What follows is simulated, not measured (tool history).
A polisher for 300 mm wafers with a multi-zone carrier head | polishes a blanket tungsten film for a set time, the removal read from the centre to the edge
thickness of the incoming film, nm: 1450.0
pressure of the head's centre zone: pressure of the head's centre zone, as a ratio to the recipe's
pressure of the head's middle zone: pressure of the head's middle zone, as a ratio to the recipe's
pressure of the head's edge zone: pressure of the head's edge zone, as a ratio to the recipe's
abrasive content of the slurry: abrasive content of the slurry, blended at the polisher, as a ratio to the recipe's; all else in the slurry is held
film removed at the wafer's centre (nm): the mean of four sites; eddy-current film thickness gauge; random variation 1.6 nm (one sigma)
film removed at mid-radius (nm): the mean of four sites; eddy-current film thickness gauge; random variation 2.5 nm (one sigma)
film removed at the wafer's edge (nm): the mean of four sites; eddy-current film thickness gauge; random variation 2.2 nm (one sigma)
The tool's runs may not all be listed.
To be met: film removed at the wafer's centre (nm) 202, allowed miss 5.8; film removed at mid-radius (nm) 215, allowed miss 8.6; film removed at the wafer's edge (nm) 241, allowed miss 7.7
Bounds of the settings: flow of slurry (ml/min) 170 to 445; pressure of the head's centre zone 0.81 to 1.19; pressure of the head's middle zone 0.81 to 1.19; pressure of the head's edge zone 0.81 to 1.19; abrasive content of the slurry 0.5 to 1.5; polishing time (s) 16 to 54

run,hour,flow of slurry (ml/min),pressure of the head's centre zone,pressure of the head's middle zone,pressure of the head's edge zone,abrasive content of the slurry,polishing time (s),film removed at the wafer's centre (nm),film removed at mid-radius (nm),film removed at the wafer's edge (nm)
1,0,285,1,1,1,1,35,273.2,276.94,279.51
2,6.9,285,1,1,1,1,43,328.69,334.11,345.45
3,11.1,275,0.96,0.96,0.98,0.85,41,294.68,303.63,313.35
4,18.7,275,0.96,0.96,0.98,0.75,41,282.65,286.64,305.54
5,21.2,270,0.93,0.94,0.97,0.7,39,254.86,267.65,283.96
6,27.1,265,0.91,0.91,0.96,0.65,38,239.49,249.8,270.92
7,30.4,235,0.81,0.81,0.87,0.5,37,195.53,207.08,235.89
8,35.9,240,0.81,0.82,0.87,0.5,37,197.2,213.78,240.01
9,43.8,245,0.81,0.82,0.87,0.5,37,194.07,213.01,235.92

4 next moves are on the table. One of them brings every result within its allowed miss. Which?
A,51.7,385,0.81,0.84,0.84,0.5,35,?,?,?
B,51.7,230,0.82,0.91,0.92,0.5,35,?,?,?
C,51.7,310,0.83,0.83,0.91,0.5,36,?,?,?
D,51.7,210,0.86,0.85,0.9,0.5,35,?,?,?

move,film removed at the wafer's centre (nm),film removed at mid-radius (nm),film removed at the wafer's edge (nm)
A,194.28,210.17,227.68
B,186.68,213.31,228.55
C,200.87,210.39,239.58
D,193.46,199.96,224.6
A: further off than the last run
B: further off than the last run
C: meets every target
D: further off than the last run
The right move is C.
